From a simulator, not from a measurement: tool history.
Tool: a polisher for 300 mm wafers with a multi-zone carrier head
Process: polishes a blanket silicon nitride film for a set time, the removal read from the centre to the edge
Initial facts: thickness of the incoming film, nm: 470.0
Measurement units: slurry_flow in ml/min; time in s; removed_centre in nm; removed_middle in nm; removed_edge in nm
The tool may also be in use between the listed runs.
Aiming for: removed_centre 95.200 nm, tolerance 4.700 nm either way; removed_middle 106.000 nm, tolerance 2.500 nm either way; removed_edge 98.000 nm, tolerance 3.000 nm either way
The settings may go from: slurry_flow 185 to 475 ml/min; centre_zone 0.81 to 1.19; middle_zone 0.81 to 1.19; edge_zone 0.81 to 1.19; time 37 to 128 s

run,day,slurry_flow,centre_zone,middle_zone,edge_zone,time,removed_centre,removed_middle,removed_edge
1,0.000,305,1.00,1.00,1.00,82,166.720,161.340,161.680
2,0.221,305,1.00,1.00,1.00,90,184.390,177.850,180.560
3,0.496,300,0.96,0.99,0.96,78,147.910,153.200,150.330
4,0.788,265,0.96,0.99,0.96,78,149.260,151.160,150.020
5,0.833,275,0.95,0.98,0.93,69,133.350,132.080,131.560
6,0.967,350,0.95,0.98,0.93,69,133.820,136.870,131.890
7,1.238,365,0.92,0.97,0.91,63,122.300,122.690,120.880
8,1.571,365,0.90,0.98,0.89,59,113.620,117.910,113.630
9,1.925,370,0.88,0.99,0.87,56,99.952,111.500,104.240
10,1.954,365,0.88,0.98,0.85,56,100.880,110.620,103.860
11,2.058,335,0.86,0.98,0.81,52,88.747,102.630,93.382
12,2.396,345,0.87,0.98,0.82,52,92.930,102.750,93.657
13,2.771,355,0.87,0.98,0.83,52,91.240,101.650,95.348

4 next moves are on the table. One of them brings every result within its allowed miss. Which?
A,3.146,385,0.87,1.01,0.85,52,?,?,?
B,3.146,345,0.91,0.97,0.81,51,?,?,?
C,3.146,335,0.83,0.98,0.82,51,?,?,?
D,3.146,330,0.89,0.96,0.93,50,?,?,?

move,removed_centre,removed_middle,removed_edge
A,94.171,104.680,95.966
B,95.629,98.689,91.524
C,86.896,99.210,91.813
D,91.253,95.614,95.204
A: all results in spec
B: misses by more than the last run did
C: misses by more than the last run did
D: misses by more than the last run did
Answer: A

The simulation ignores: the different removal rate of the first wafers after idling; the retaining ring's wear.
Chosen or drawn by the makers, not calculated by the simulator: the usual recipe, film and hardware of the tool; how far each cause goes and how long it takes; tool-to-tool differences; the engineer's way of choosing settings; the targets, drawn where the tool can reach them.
